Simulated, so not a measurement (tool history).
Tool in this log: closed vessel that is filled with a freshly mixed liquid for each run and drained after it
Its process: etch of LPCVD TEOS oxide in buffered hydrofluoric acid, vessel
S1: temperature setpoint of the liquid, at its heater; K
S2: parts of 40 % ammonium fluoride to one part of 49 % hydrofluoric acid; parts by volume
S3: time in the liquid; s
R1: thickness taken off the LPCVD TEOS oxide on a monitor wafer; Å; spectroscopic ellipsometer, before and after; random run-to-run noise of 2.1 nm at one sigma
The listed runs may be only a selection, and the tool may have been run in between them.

run 1 hour=0 | S1=296.15 S2=19 S3=105 | R1=1573
run 2 hour=3 | S1=297.15 S2=17.5 S3=105 | R1=1777.1
run 3 hour=6.4 | S1=299.15 S2=17.5 S3=105 | R1=1999.5
run 4 hour=11.3 | S1=299.15 S2=15 S3=105 | R1=2305.2
run 5 hour=18 | S1=299.65 S2=14 S3=105 | R1=2522.4
run 6 hour=24.9 | S1=300.15 S2=13.5 S3=105 | R1=2706.2
run 7 hour=29.3 | S1=300.65 S2=13 S3=105 | R1=2856.9
run 8 hour=31.6 | S1=301.15 S2=12.5 S3=105 | R1=3064.8
run 9 hour=37.9 | S1=301.65 S2=12.5 S3=105 | R1=3134.7
run 10 hour=39.6 | S1=302.15 S2=12 S3=105 | R1=3372.7
run 11 hour=45.6 | S1=302.65 S2=12 S3=105 | R1=3494
run 12 hour=53.3 | S1=303.65 S2=11.5 S3=105 | R1=3798.9
run 13 hour=55.8 | S1=303.65 S2=11.5 S3=105 | R1=3784.5
-- hour=61.7 hydrofluoric acid flow meter replaced
run 14 hour=61.7 | S1=304.15 S2=10 S3=105 | R1=4978.7
run 15 hour=67.7 | S1=303.65 S2=10 S3=105 | R1=4820.7
run 16 hour=70.5 | S1=303.15 S2=10 S3=105 | R1=4683.8

The next listed run, before its measurement:
run 17 hour=77.1 | S1=302.65 S2=10 S3=105 | R1=?

R1: 4534.4 Å
